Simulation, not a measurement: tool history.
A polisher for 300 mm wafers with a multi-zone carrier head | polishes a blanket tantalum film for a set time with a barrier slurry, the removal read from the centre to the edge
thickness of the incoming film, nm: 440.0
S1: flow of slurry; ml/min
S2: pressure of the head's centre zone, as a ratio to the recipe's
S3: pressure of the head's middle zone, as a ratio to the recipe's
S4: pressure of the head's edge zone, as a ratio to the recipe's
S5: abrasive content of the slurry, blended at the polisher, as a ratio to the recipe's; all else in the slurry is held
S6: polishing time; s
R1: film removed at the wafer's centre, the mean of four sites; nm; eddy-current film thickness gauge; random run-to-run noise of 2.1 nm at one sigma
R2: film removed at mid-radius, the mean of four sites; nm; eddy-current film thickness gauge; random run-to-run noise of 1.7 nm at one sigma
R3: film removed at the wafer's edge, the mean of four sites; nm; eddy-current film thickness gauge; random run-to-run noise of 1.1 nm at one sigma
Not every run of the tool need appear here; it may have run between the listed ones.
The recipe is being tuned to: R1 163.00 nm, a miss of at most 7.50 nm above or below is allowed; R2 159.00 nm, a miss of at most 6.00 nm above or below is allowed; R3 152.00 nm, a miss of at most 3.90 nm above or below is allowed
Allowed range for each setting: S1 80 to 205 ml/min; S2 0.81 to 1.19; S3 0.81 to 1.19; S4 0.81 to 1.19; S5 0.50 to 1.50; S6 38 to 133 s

run 1 hour=0.0 | S1=135 S2=1.00 S3=1.00 S4=1.00 S5=1.00 S6=85 | R1=117.11 R2=116.45 R3=120.13
run 2 hour=4.7 | S1=140 S2=1.01 S3=1.02 S4=1.01 S5=1.05 S6=85 | R1=124.46 R2=120.64 R3=122.13
run 3 hour=6.8 | S1=140 S2=0.96 S3=1.02 S4=1.01 S5=1.05 S6=85 | R1=113.70 R2=121.33 R3=121.30
run 4 hour=13.8 | S1=140 S2=0.92 S3=1.02 S4=1.01 S5=1.05 S6=85 | R1=108.37 R2=119.93 R3=121.97
run 5 hour=17.2 | S1=145 S2=0.93 S3=1.03 S4=1.02 S5=1.10 S6=85 | R1=112.31 R2=122.92 R3=122.86
run 6 hour=17.8 | S1=145 S2=0.94 S3=1.04 S4=1.03 S5=1.15 S6=86 | R1=118.09 R2=125.31 R3=126.52
run 7 hour=22.0 | S1=150 S2=0.94 S3=1.05 S4=1.04 S5=1.20 S6=87 | R1=119.21 R2=130.72 R3=128.69
run 8 hour=24.2 | S1=150 S2=0.95 S3=1.05 S4=1.05 S5=1.25 S6=88 | R1=122.11 R2=133.79 R3=134.06
run 9 hour=32.4 | S1=155 S2=0.97 S3=1.06 S4=1.06 S5=1.30 S6=88 | R1=126.59 R2=134.79 R3=136.00
run 10 hour=36.0 | S1=160 S2=0.99 S3=1.07 S4=1.06 S5=1.30 S6=89 | R1=134.46 R2=138.54 R3=138.99
run 11 hour=40.3 | S1=195 S2=1.07 S3=1.16 S4=1.11 S5=1.40 S6=89 | R1=153.32 R2=152.27 R3=146.32
run 12 hour=46.3 | S1=195 S2=1.07 S3=1.16 S4=1.11 S5=1.40 S6=89 | R1=151.35 R2=150.33 R3=147.49

4 candidate next runs follow, results not yet known. Just one meets every target within its allowed miss. Identify it.
run A hour=52.3 | S1=205 S2=1.03 S3=1.09 S4=0.99 S5=1.50 S6=96 | R1=? R2=? R3=?
run B hour=52.3 | S1=185 S2=1.19 S3=1.00 S4=1.09 S5=1.45 S6=93 | R1=? R2=? R3=?
run C hour=52.3 | S1=195 S2=1.06 S3=1.12 S4=1.15 S5=1.40 S6=96 | R1=? R2=? R3=?
run D hour=52.3 | S1=205 S2=1.19 S3=1.16 S4=1.12 S5=1.45 S6=84 | R1=? R2=? R3=?

move=A R1=161.75 R2=158.85 R3=152.00
move=B R1=176.88 R2=143.73 R3=151.74
move=C R1=163.06 R2=157.90 R3=160.78
move=D R1=162.73 R2=142.73 R3=140.43
A: hits every target within its allowed miss
B: pushes the last run's worst result past its target
C: corrects the largest miss of the last run, while another result sits out of spec
D: corrects the largest miss of the last run, while another result sits out of spec
Answer: A

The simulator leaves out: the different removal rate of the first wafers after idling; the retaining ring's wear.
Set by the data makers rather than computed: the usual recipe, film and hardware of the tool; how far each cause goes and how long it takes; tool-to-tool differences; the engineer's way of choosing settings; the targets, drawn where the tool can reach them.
